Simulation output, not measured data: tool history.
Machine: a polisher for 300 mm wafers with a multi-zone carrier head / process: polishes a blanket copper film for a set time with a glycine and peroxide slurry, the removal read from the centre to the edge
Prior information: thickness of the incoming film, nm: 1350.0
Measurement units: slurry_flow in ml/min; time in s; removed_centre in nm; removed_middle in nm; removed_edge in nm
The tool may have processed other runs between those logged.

run,hour,slurry_flow,centre_zone,middle_zone,edge_zone,time,removed_centre,removed_middle,removed_edge
1,0.0,290,1.00,1.00,1.00,65,451.51,445.94,435.30
2,8.3,360,1.00,1.00,1.00,65,452.51,478.16,446.84
3,9.9,360,1.03,1.00,1.00,65,490.71,478.30,440.67
4,17.5,360,1.03,1.00,1.06,65,470.96,454.76,469.63
5,18.7,360,0.95,1.00,1.06,65,443.41,456.87,458.82
6,22.7,350,0.94,0.98,1.03,62,416.20,427.61,425.06
7,26.8,335,0.88,0.89,0.93,46,279.66,298.65,303.71
8,31.8,340,0.90,0.90,0.93,46,297.53,301.79,311.62
9,39.3,345,0.91,0.91,0.92,46,299.23,300.85,306.44

Expected results for the next run?
10,42.2,345,0.91,0.93,0.92,46,?,?,?

Run 10 measured removed_centre 296.59 nm, removed_middle 315.78 nm, removed_edge 307.02 nm.

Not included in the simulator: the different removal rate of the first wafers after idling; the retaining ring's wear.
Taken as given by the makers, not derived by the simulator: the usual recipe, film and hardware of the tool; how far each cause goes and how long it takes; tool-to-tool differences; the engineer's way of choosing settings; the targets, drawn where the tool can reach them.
